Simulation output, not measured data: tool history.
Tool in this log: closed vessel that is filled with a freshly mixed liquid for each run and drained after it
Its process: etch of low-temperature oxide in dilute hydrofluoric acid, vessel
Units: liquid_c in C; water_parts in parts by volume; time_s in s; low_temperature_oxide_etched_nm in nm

run	hour	liquid_c	water_parts	time_s	low_temperature_oxide_etched_nm
1	0.0	22.0	135	100	7.3425
2	3.4	20.5	145	100	6.3210
3	10.2	19.5	150	100	5.8299
4	14.4	19.0	155	100	5.5295
5	18.5	17.0	155	100	5.0656
6	27.3	17.0	160	100	4.8742

For run 7, what comes out?
7	35.4	17.0	165	100	?

low_temperature_oxide_etched_nm: 4.7223 nm

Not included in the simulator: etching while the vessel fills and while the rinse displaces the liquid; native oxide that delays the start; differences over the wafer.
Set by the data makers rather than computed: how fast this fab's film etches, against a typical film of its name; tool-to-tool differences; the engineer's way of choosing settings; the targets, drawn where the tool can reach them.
